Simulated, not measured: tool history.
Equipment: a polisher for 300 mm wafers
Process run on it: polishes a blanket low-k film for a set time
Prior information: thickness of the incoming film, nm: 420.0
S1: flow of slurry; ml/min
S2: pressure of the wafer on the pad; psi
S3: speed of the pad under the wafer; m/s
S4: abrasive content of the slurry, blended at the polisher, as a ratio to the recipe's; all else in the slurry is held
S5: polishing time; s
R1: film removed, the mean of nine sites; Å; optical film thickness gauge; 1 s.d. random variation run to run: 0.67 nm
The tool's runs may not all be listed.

Run 1, day 0.000: S1 190 ml/min, S2 2.0 psi, S3 1.20 m/s, S4 1.0, S5 58 s. Result: R1 328.14 Å.
Run 2, day 0.158: S1 190 ml/min, S2 1.6 psi, S3 1.20 m/s, S4 1.0, S5 58 s. Result: R1 263.36 Å.
Run 3, day 0.367: S1 210 ml/min, S2 1.6 psi, S3 1.20 m/s, S4 1.0, S5 58 s. Result: R1 270.12 Å.
Run 4, day 0.562: S1 210 ml/min, S2 1.6 psi, S3 1.20 m/s, S4 1.0, S5 61 s. Result: R1 280.82 Å.
Run 5, day 0.667: S1 210 ml/min, S2 1.6 psi, S3 1.38 m/s, S4 1.0, S5 61 s. Result: R1 307.44 Å.
Run 6, day 0.762: S1 210 ml/min, S2 1.8 psi, S3 1.40 m/s, S4 1.0, S5 61 s. Result: R1 347.78 Å.

Predict the results of run 7:
Run 7, day 1.021: S1 210 ml/min, S2 1.9 psi, S3 1.42 m/s, S4 1.0, S5 61 s. Result: R1 ?.

R1: 366.75 Å
